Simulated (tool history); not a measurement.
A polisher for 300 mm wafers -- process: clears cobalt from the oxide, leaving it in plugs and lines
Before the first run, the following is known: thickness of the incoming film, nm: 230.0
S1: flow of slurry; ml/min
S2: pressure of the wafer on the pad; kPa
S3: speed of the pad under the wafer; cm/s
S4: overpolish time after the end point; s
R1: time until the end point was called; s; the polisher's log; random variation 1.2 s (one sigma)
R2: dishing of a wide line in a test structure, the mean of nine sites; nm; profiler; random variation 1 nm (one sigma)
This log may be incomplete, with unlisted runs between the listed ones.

Run 1, hour 0: S1 210 ml/min, S2 14.5 kPa, S3 122 cm/s, S4 26 s. Result: R1 31.358 s, R2 77.56 nm.
Run 2, hour 6: S1 210 ml/min, S2 11 kPa, S3 122 cm/s, S4 26 s. Result: R1 40.538 s, R2 73.345 nm.
Run 3, hour 7.7: S1 210 ml/min, S2 11 kPa, S3 152 cm/s, S4 26 s. Result: R1 33.493 s, R2 77.277 nm.
Run 4, hour 13.3: S1 210 ml/min, S2 14.5 kPa, S3 152 cm/s, S4 26 s. Result: R1 25.475 s, R2 82.8 nm.
Run 5, hour 15.9: S1 210 ml/min, S2 14.5 kPa, S3 134 cm/s, S4 26 s. Result: R1 27.731 s, R2 80.379 nm.
Run 6, hour 22.1: S1 205 ml/min, S2 12.4 kPa, S3 124 cm/s, S4 29 s. Result: R1 34.893 s, R2 78.922 nm.
Run 7, hour 23.1: S1 205 ml/min, S2 12.4 kPa, S3 124 cm/s, S4 29 s. Result: R1 35.165 s, R2 79.167 nm.

Run 8 has not been measured yet. What should we expect?
Run 8, hour 26: S1 205 ml/min, S2 11 kPa, S3 112 cm/s, S4 31 s. Result: R1 ?, R2 ?.

{"run 8": {"R1": 42.263, "R2": 73.941}}
